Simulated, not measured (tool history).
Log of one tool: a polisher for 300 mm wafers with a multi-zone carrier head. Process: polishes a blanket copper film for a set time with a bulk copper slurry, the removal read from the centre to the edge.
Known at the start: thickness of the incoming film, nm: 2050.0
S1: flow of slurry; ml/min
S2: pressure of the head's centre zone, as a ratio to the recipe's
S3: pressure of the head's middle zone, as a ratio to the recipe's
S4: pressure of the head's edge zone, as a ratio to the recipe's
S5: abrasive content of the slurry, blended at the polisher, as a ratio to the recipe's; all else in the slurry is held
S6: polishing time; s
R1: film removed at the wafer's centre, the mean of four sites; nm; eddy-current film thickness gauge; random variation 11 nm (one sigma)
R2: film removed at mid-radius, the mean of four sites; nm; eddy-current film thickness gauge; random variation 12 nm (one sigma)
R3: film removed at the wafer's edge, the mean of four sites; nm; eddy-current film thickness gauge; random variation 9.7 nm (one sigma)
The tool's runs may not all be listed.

run 1 hour=0.0 | S1=265 S2=1.00 S3=1.00 S4=1.00 S5=1.00 S6=80 | R1=503.81 R2=519.83 R3=511.48
run 2 hour=0.9 | S1=265 S2=1.06 S3=1.00 S4=1.00 S5=1.00 S6=80 | R1=532.16 R2=524.15 R3=516.37
run 3 hour=4.4 | S1=265 S2=1.06 S3=1.00 S4=1.00 S5=1.20 S6=80 | R1=555.06 R2=540.15 R3=546.95
run 4 hour=9.0 | S1=270 S2=1.06 S3=1.02 S4=1.01 S5=1.25 S6=83 | R1=589.62 R2=574.33 R3=571.57
run 5 hour=11.3 | S1=270 S2=1.05 S3=1.04 S4=1.02 S5=1.30 S6=86 | R1=598.69 R2=610.49 R3=596.83
run 6 hour=15.5 | S1=270 S2=1.05 S3=1.04 S4=1.02 S5=1.30 S6=93 | R1=664.62 R2=649.31 R3=644.25
run 7 hour=17.4 | S1=275 S2=1.05 S3=1.06 S4=1.03 S5=1.35 S6=95 | R1=671.26 R2=693.68 R3=672.47
run 8 hour=19.0 | S1=275 S2=1.06 S3=1.07 S4=1.04 S5=1.35 S6=96 | R1=685.05 R2=717.63 R3=682.24
run 9 hour=20.0 | S1=275 S2=1.07 S3=1.08 S4=1.05 S5=1.35 S6=97 | R1=726.32 R2=727.55 R3=680.61

The next listed run, before its measurement:
run 10 hour=23.9 | S1=275 S2=1.06 S3=1.08 S4=1.05 S5=1.35 S6=99 | R1=? R2=? R3=?

Run 10 gave R1 716.86 nm, R2 731.25 nm, R3 696.80 nm.
